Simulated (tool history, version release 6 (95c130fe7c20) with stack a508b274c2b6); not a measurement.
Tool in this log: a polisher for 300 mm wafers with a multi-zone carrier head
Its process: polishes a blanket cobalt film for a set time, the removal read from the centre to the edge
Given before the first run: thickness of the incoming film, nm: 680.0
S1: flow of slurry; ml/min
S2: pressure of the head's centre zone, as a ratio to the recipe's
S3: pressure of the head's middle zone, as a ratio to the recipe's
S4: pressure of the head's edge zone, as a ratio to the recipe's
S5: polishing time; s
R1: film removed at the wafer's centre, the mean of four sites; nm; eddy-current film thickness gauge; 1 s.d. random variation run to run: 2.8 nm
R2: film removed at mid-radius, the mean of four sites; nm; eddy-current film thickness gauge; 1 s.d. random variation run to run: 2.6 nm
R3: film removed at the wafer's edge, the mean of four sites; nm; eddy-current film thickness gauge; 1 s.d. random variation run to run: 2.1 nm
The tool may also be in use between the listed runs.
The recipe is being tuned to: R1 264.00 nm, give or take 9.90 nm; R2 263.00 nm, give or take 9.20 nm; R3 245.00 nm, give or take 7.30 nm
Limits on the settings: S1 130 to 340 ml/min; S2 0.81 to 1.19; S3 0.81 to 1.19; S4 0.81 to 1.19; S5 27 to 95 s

run	hour	S1	S2	S3	S4	S5	R1	R2	R3
1	0.0	220	1.00	1.00	1.00	61	191.01	185.73	176.99
2	5.2	220	0.93	1.00	1.00	61	177.66	187.86	177.23
3	11.4	230	0.96	1.02	1.03	64	193.47	201.43	189.97
4	18.8	230	1.01	1.02	1.03	64	203.65	203.82	189.30
5	21.4	230	1.01	1.02	1.03	71	223.73	220.29	211.83
6	25.8	230	1.01	1.02	1.07	71	221.30	220.71	214.47
7	31.4	240	1.03	1.03	1.08	72	234.33	227.09	224.41
8	34.5	255	1.04	1.05	1.08	72	240.44	234.43	221.36
9	42.7	260	1.04	1.06	1.10	73	238.78	240.24	227.80
10	46.2	265	1.05	1.07	1.11	74	249.27	246.53	230.96
11	52.3	270	1.05	1.08	1.12	74	250.40	245.80	233.88
12	57.4	275	1.05	1.09	1.13	74	249.79	252.18	231.06
13	66.3	280	1.05	1.09	1.14	75	253.62	253.78	238.83
14	69.3	285	1.05	1.09	1.14	75	254.63	248.19	240.83

Of the 4 settings listed for the next run, only one would bring every result within its allowed miss of target. Which one?
A	72.3	265	1.08	1.12	1.17	76	?	?	?
B	72.3	280	1.08	1.12	1.16	71	?	?	?
C	72.3	270	1.02	1.17	1.17	74	?	?	?
D	72.3	340	1.10	0.96	1.11	75	?	?	?

move	R1	R2	R3
A	261.88	261.84	242.54
B	246.19	246.00	226.54
C	241.33	265.32	236.34
D	269.91	232.08	237.65
A: every result within its allowed miss
B: further off than the last run
C: gets the furthest-off result to its target, but another result is out of tolerance
D: further off than the last run
So the answer is move A, the one that meets all the targets.
